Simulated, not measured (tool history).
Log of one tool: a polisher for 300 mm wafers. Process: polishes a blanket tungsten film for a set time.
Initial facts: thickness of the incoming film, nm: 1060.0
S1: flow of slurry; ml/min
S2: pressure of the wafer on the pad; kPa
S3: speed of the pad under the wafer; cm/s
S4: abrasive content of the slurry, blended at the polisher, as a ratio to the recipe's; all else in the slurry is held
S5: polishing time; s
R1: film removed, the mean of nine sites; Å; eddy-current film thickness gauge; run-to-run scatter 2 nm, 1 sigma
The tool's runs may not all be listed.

Run 1, day 0.000: S1 280 ml/min, S2 16.5 kPa, S3 118 cm/s, S4 1.0, S5 92 s. Result: R1 2806.1 Å.
Run 2, day 0.179: S1 280 ml/min, S2 16.5 kPa, S3 118 cm/s, S4 1.1, S5 92 s. Result: R1 2956.8 Å.
Run 3, day 0.446: S1 240 ml/min, S2 16.5 kPa, S3 118 cm/s, S4 1.1, S5 92 s. Result: R1 2933.4 Å.
Run 4, day 0.625: S1 275 ml/min, S2 16.5 kPa, S3 118 cm/s, S4 1.1, S5 92 s. Result: R1 2959.9 Å.
Run 5, day 0.962: S1 235 ml/min, S2 16.5 kPa, S3 118 cm/s, S4 1.1, S5 92 s. Result: R1 3007.2 Å.
Run 6, day 1.154: S1 235 ml/min, S2 13.1 kPa, S3 118 cm/s, S4 1.1, S5 92 s. Result: R1 2333.4 Å.
Run 7, day 1.258: S1 235 ml/min, S2 12.4 kPa, S3 118 cm/s, S4 1.1, S5 92 s. Result: R1 2231.2 Å.

Run 8 has not been measured yet. What should we expect?
Run 8, day 1.408: S1 235 ml/min, S2 11.7 kPa, S3 118 cm/s, S4 1.1, S5 92 s. Result: R1 ?.

R1: 2080.2 Å
